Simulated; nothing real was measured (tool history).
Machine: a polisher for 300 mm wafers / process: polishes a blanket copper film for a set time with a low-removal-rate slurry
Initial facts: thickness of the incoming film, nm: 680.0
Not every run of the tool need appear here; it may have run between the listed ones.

run  hour  flow of slurry (ml/min)  pressure of the wafer on the pad (psi)  speed of the pad under the wafer (cm/s)  abrasive content of the slurry  polishing time (s)  film removed (angstrom)
  1     0                      125                                     3.5                                      132                               1                  40                   2010.8
  2   6.9                      125                                       3                                      132                               1                  40                     1709
  3   9.1                      115                                     2.8                                      132                               1                  40                   1589.4
  4  15.7                      135                                     2.8                                      132                               1                  40                   1628.6
  5  23.1                      130                                     2.6                                      132                               1                  40                   1510.6
  6  24.2                      130                                     2.6                                      132                             1.1                  40                     1532
  7  32.6                      125                                     2.5                                      132                             1.1                  40                   1491.4

For run 8, what comes out?
  8  35.5                      120                                     2.4                                      132                             1.1                  40                        ?

Logged for run 8: film removed (angstrom) 1423.9.
